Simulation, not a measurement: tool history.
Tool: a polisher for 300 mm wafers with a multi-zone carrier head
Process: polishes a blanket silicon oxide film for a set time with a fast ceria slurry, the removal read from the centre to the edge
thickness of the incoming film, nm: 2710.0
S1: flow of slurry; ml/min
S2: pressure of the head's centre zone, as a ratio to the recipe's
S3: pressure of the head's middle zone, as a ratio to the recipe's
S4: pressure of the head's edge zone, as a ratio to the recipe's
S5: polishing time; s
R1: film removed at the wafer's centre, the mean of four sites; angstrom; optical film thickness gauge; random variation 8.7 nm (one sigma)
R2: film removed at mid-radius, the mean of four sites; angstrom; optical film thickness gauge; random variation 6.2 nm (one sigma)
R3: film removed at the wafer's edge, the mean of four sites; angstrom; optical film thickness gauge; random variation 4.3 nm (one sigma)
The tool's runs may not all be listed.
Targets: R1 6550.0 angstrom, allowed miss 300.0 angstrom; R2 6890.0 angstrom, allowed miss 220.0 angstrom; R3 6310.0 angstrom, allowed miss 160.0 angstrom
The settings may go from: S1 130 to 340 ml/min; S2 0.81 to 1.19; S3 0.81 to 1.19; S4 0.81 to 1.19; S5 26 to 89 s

run,hour,S1,S2,S3,S4,S5,R1,R2,R3
1,0.0,220,1.00,1.00,1.00,57,5345.2,5312.3,5289.5
2,8.4,230,1.02,1.03,1.03,58,5643.6,5611.8,5475.1
3,13.6,240,1.03,1.05,1.06,59,5781.9,5841.3,5778.9
4,14.7,250,1.04,1.08,1.07,59,5955.0,5985.2,5697.4
5,15.3,285,1.04,1.08,1.07,59,6013.2,5953.8,5840.3
6,22.1,285,1.04,1.08,1.11,59,5860.9,6000.8,5885.9
7,26.7,285,1.05,1.10,1.12,60,6204.0,6175.3,6016.0
8,27.9,285,1.05,1.12,1.12,61,6214.2,6446.3,6136.9
9,31.9,285,1.06,1.13,1.12,61,6239.0,6580.0,6124.1
10,35.7,285,1.07,1.13,1.13,61,6217.7,6463.1,6159.3
11,39.8,290,1.08,1.14,1.13,61,6306.1,6596.6,6044.3
12,40.9,295,1.08,1.14,1.14,61,6385.5,6564.5,6149.4

4 next moves are on the table. One of them brings every result within its allowed miss. Which?
A,42.0,340,1.05,1.13,1.11,63,?,?,?
B,42.0,295,1.08,1.06,1.16,61,?,?,?
C,42.0,295,1.03,1.13,1.19,60,?,?,?
D,42.0,305,1.14,1.07,1.11,59,?,?,?

move,R1,R2,R3
A,6723.1,6883.3,6333.4
B,6574.4,6224.6,6191.4
C,6202.3,6468.2,6152.5
D,6699.3,6087.8,5890.5
A: meets every target
B: further off than the last run
C: further off than the last run
D: further off than the last run
The right move is A.
